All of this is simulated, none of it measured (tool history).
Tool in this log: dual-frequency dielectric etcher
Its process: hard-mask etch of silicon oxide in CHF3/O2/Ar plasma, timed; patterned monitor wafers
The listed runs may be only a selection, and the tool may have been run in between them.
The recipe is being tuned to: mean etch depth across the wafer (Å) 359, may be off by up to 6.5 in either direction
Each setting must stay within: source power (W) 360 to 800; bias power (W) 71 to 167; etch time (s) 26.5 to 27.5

run	hour	source power (W)	bias power (W)	etch time (s)	mean etch depth across the wafer (Å)
1	0	580	119	26.5	393.07
2	4.7	550	118	26.5	385.69
3	7	610	118	26.5	397.96
4	12.9	610	118	26.5	398.4
# hour 18.2: bias power generator calibrated
5	18.2	680	118	26.5	416.85
6	24	680	101	26.5	396.15
7	28.7	650	100	26.5	384.85
8	37.5	630	99	26.5	385.84
9	45.5	610	97	26.5	375.42
10	53.5	600	96	26.5	372.66
11	59.2	590	95	26.5	368.65
12	60.8	580	95	26.5	369.53

Consider the 4 candidate settings below. Which is the only one whose results all fall within their allowed miss of target?
A	62.4	560	100	27	?
B	62.4	570	83	27	?
C	62.4	480	108	27.5	?
D	62.4	590	91	27	?

move	mean etch depth across the wafer (Å)
A	379.1
B	360.02
C	379.05
D	373.84
A: moves away from the targets compared with the last run
B: all results land within tolerance of their targets
C: moves away from the targets compared with the last run
D: moves away from the targets compared with the last run
Move B is the one to make.

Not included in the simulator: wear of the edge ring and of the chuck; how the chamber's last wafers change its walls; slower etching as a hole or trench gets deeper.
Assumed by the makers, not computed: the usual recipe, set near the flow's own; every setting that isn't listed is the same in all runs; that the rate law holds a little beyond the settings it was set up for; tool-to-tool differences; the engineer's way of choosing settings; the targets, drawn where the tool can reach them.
